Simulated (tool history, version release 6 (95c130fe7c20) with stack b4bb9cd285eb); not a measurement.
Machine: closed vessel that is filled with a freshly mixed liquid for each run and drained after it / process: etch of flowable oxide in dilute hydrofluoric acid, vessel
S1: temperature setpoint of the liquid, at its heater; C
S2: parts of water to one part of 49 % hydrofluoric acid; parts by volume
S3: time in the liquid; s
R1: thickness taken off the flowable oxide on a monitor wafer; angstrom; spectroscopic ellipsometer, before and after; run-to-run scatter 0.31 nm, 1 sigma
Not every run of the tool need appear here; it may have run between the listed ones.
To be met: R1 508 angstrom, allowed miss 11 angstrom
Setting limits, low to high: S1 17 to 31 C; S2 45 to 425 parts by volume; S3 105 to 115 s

{"run": 1, "hour": 0.0, "S1": 23, "S2": 235, "S3": 105, "R1": 145.33}
{"run": 2, "hour": 1.5, "S1": 24, "S2": 210, "S3": 105, "R1": 172.62}
{"run": 3, "hour": 5.8, "S1": 25, "S2": 190, "S3": 105, "R1": 200.57}
{"run": 4, "hour": 12.4, "S1": 25, "S2": 255, "S3": 105, "R1": 140.72}
{"run": 5, "hour": 16.7, "S1": 25.5, "S2": 230, "S3": 105, "R1": 163.66}
{"run": 6, "hour": 25.8, "S1": 25.5, "S2": 280, "S3": 105, "R1": 127.91}
{"run": 7, "hour": 29.0, "S1": 25.5, "S2": 280, "S3": 105, "R1": 126.07}
{"run": 8, "hour": 32.1, "S1": 26, "S2": 250, "S3": 105, "R1": 150.1}
{"run": 9, "hour": 41.1, "S1": 30, "S2": 155, "S3": 105, "R1": 308.67}
{"run": 10, "hour": 43.8, "S1": 30, "S2": 145, "S3": 105, "R1": 333.89}
{"run": 11, "hour": 46.8, "S1": 30, "S2": 135, "S3": 105, "R1": 368.08}
{"run": 12, "hour": 49.4, "S1": 30, "S2": 130, "S3": 105, "R1": 384.12}
{"run": 13, "hour": 55.2, "S1": 31, "S2": 75, "S3": 105, "R1": 735.37}
{"run": 14, "hour": 63.5, "S1": 31, "S2": 80, "S3": 105, "R1": 687.89}
{"run": 15, "hour": 72.3, "S1": 30.5, "S2": 85, "S3": 105, "R1": 635.87}
{"run": 16, "hour": 77.1, "S1": 30, "S2": 90, "S3": 105, "R1": 583}
{"run": 17, "hour": 83.7, "S1": 29, "S2": 90, "S3": 105, "R1": 563.36}

Below are 5 possible settings for the next run. Only one of them brings all results inside the allowed miss of their targets. Which is it?
{"run": "A", "hour": 90.3, "S1": 31, "S2": 115, "S3": 110, "R1": "?"}
{"run": "B", "hour": 90.3, "S1": 30, "S2": 105, "S3": 105, "R1": "?"}
{"run": "C", "hour": 90.3, "S1": 28, "S2": 105, "S3": 110, "R1": "?"}
{"run": "D", "hour": 90.3, "S1": 29, "S2": 90, "S3": 115, "R1": "?"}
{"run": "E", "hour": 90.3, "S1": 31, "S2": 110, "S3": 110, "R1": "?"}

move=A R1=481.51
move=B R1=491.99
move=C R1=478
move=D R1=618.24
move=E R1=506.98
A: the result that was furthest off in the last run now lies on the other side of its target
B: the result that was furthest off in the last run now lies on the other side of its target
C: the result that was furthest off in the last run now lies on the other side of its target
D: further off than the last run
E: every result lands within tolerance
Correct choice: E, which meets every target
